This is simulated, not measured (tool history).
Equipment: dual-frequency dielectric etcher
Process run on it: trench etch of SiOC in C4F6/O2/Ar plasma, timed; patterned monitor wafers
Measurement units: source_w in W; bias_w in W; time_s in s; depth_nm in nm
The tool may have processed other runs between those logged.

Run 1, hour 0: source_w 410 W, bias_w 257 W, time_s 22 s. Result: depth_nm 52.462 nm.
Run 2, hour 7.8: source_w 410 W, bias_w 217 W, time_s 22 s. Result: depth_nm 47.733 nm.
Run 3, hour 9.4: source_w 440 W, bias_w 231 W, time_s 22 s. Result: depth_nm 51.142 nm.
Run 4, hour 16: source_w 470 W, bias_w 239 W, time_s 22 s. Result: depth_nm 53.758 nm.
Run 5, hour 21.2: source_w 440 W, bias_w 239 W, time_s 22 s. Result: depth_nm 52.195 nm.
Run 6, hour 23.5: source_w 380 W, bias_w 239 W, time_s 22 s. Result: depth_nm 48.604 nm.
Run 7, hour 25.5: source_w 460 W, bias_w 290 W, time_s 22 s. Result: depth_nm 59.079 nm.
Run 8, hour 30.4: source_w 470 W, bias_w 290 W, time_s 22 s. Result: depth_nm 59.396 nm.
Run 9, hour 39.2: source_w 480 W, bias_w 290 W, time_s 22 s. Result: depth_nm 60.186 nm.
Run 10, hour 41.1: source_w 490 W, bias_w 290 W, time_s 22 s. Result: depth_nm 60.65 nm.
Run 11, hour 42.6: source_w 500 W, bias_w 290 W, time_s 22 s. Result: depth_nm 61.104 nm.
Run 12, hour 45.2: source_w 510 W, bias_w 290 W, time_s 22 s. Result: depth_nm 61.909 nm.

What does the tool deliver on the next run?
Run 13, hour 49.8: source_w 520 W, bias_w 290 W, time_s 22 s. Result: depth_nm ?.

depth_nm: 61.809 nm
